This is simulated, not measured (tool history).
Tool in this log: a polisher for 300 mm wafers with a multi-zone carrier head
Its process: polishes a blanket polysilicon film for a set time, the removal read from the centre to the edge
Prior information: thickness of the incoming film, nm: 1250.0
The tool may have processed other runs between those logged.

| run | hour | flow of slurry (ml/min) | pressure of the head's centre zone | pressure of the head's middle zone | pressure of the head's edge zone | polishing time (s) | film removed at the wafer's centre (Å) | film removed at mid-radius (Å) | film removed at the wafer's edge (Å) |
|---|---|---|---|---|---|---|---|---|---|
| 1 | 0 | 290 | 1 | 1 | 1 | 30 | 1721.8 | 1788.9 | 1712 |
| 2 | 0.8 | 290 | 1 | 1 | 0.94 | 30 | 1678.9 | 1698.8 | 1673.8 |
| 3 | 2.7 | 290 | 1 | 1 | 0.94 | 33 | 1908 | 1922.9 | 1832.2 |
| 4 | 8.8 | 290 | 1 | 1 | 0.94 | 29 | 1666 | 1674.3 | 1592.2 |
| 5 | 11.9 | 290 | 1 | 1 | 0.86 | 29 | 1659.8 | 1655.4 | 1542.7 |
| 6 | 20.6 | 290 | 1 | 0.95 | 0.86 | 29 | 1666.8 | 1588 | 1543.7 |
| 7 | 27.2 | 285 | 0.97 | 0.96 | 0.85 | 27 | 1492.7 | 1548.5 | 1447.3 |

Predict the results of run 8:
| 8 | 30.6 | 285 | 0.97 | 0.96 | 0.85 | 27 | ? | ? | ? |

Run 8 measured film removed at the wafer's centre (Å) 1509.3, film removed at mid-radius (Å) 1544.8, film removed at the wafer's edge (Å) 1427.
